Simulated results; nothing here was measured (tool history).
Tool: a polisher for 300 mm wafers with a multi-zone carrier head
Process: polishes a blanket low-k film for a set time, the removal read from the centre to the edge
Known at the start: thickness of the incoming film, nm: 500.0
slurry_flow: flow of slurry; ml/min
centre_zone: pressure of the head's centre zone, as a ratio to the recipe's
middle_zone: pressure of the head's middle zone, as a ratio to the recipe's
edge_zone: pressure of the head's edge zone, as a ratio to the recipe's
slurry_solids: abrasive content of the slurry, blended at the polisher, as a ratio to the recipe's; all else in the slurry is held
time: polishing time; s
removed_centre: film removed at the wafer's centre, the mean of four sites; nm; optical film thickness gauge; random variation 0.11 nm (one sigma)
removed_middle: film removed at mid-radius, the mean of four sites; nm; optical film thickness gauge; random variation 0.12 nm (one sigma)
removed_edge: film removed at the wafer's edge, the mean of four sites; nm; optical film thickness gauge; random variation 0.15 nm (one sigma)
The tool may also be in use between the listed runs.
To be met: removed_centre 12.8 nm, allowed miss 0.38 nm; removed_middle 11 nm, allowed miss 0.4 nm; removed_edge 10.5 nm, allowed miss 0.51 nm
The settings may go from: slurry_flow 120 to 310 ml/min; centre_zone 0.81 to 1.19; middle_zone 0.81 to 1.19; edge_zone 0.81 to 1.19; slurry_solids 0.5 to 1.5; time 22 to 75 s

run    day  slurry_flow  centre_zone  middle_zone  edge_zone  slurry_solids  time  removed_centre  removed_middle  removed_edge
  1      0          200            1            1          1              1    48          14.179          13.993        14.242
  2  0.108          200            1            1       1.07              1    48          14.098          14.263        14.531
  3  0.375          200            1            1       1.07              1    56          16.537          16.247        16.933
  4   0.55          200            1            1       1.07              1    66          19.578          19.544         20.48
  5  0.588          160            1            1       1.07              1    66          18.997          19.228          19.7
  6  0.862          155         1.02            1       1.04            0.9    63          17.784          17.436        18.009
  7  0.888          155         1.04         1.01       1.01           0.85    60           16.78          15.862        16.326
  8  0.988          155         1.06         1.03       0.99            0.8    58          16.134          15.266        15.221
  9  1.275          155         1.07         1.03       0.97           0.75    56          15.334          14.637        14.457
 10  1.629          155         1.09         1.03       0.95            0.7    54          14.403          13.914        13.225
 11  1.675          165         1.17         0.93       0.85            0.5    50          12.822          10.314        10.186

4 next moves are on the table. One of them brings every result within its allowed miss. Which?
  A  1.721          165         1.08         0.89       0.89            0.5    50               ?               ?             ?
  B  1.721          260          1.1          0.9       0.81            0.5    51               ?               ?             ?
  C  1.721          185         1.07         1.07       0.81           0.55    50               ?               ?             ?
  D  1.721          120         1.02            1        0.9           0.65    50               ?               ?             ?

move  removed_centre  removed_middle  removed_edge
   A          11.835          10.148        10.473
   B          12.959          10.958        10.627
   C           12.39          12.037        10.507
   D          11.939          11.621        11.301
A: further off than the last run
B: meets every target
C: takes the result that was furthest off past its target
D: takes the result that was furthest off past its target
Answer: B
